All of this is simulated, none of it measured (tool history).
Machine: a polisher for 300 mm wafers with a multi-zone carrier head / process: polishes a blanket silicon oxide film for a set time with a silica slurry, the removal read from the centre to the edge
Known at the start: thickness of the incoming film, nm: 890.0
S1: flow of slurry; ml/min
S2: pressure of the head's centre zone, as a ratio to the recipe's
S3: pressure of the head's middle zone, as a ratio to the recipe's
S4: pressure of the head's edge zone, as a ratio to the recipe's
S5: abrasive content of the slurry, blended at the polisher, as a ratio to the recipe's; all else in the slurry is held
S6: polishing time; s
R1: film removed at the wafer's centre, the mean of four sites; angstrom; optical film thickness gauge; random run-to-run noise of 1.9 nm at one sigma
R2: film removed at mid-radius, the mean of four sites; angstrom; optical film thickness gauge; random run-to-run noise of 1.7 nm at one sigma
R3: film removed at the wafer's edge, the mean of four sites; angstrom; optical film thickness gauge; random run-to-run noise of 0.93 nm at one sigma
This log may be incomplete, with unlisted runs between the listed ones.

| run | day | S1 | S2 | S3 | S4 | S5 | S6 | R1 | R2 | R3 |
|---|---|---|---|---|---|---|---|---|---|---|
| 1 | 0 | 315 | 1 | 1 | 1 | 1 | 41 | 1863.2 | 1837 | 1817.8 |
| 2 | 0.108 | 315 | 1.04 | 1 | 1 | 1 | 41 | 1924.1 | 1849.2 | 1836.6 |
| 3 | 0.296 | 315 | 1.04 | 1 | 1.07 | 1 | 41 | 1878.1 | 1871.9 | 1895.7 |
| 4 | 0.396 | 315 | 1.04 | 1 | 1.13 | 1 | 41 | 1914.4 | 1849.1 | 1943 |
| 5 | 0.754 | 310 | 1.01 | 0.98 | 1.08 | 0.95 | 41 | 1843.5 | 1774.7 | 1886.9 |
| 6 | 0.992 | 310 | 1.01 | 0.93 | 1.08 | 0.95 | 41 | 1836.3 | 1651.1 | 1880.5 |

Run 7 comes next. What will it give?
| 7 | 1.283 | 310 | 0.98 | 0.94 | 1.04 | 0.9 | 41 | ? | ? | ? |

{"run 7": {"R1": 1718.9, "R2": 1710.3, "R3": 1803.2}}
